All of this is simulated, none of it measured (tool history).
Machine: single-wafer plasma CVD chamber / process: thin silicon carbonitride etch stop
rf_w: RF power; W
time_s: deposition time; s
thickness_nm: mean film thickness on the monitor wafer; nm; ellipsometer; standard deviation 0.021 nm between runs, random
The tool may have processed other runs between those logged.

Run 1, hour 0.0: rf_w 155 W, time_s 20.9 s. Result: thickness_nm 10.3300 nm.
Run 2, hour 7.2: rf_w 155 W, time_s 18.4 s. Result: thickness_nm 9.1330 nm.
Run 3, hour 11.9: rf_w 155 W, time_s 15.9 s. Result: thickness_nm 7.9012 nm.
Run 4, hour 17.5: rf_w 165 W, time_s 16.0 s. Result: thickness_nm 8.0157 nm.
Run 5, hour 19.2: rf_w 175 W, time_s 16.0 s. Result: thickness_nm 8.1031 nm.
Run 6, hour 26.5: rf_w 160 W, time_s 16.0 s. Result: thickness_nm 7.9563 nm.

Run 7 has not been measured yet. What should we expect?
At hour 33.0: RF generator calibrated.
Run 7, hour 33.0: rf_w 165 W, time_s 16.2 s. Result: thickness_nm ?.

{"run 7": {"thickness_nm": 8.2216}}

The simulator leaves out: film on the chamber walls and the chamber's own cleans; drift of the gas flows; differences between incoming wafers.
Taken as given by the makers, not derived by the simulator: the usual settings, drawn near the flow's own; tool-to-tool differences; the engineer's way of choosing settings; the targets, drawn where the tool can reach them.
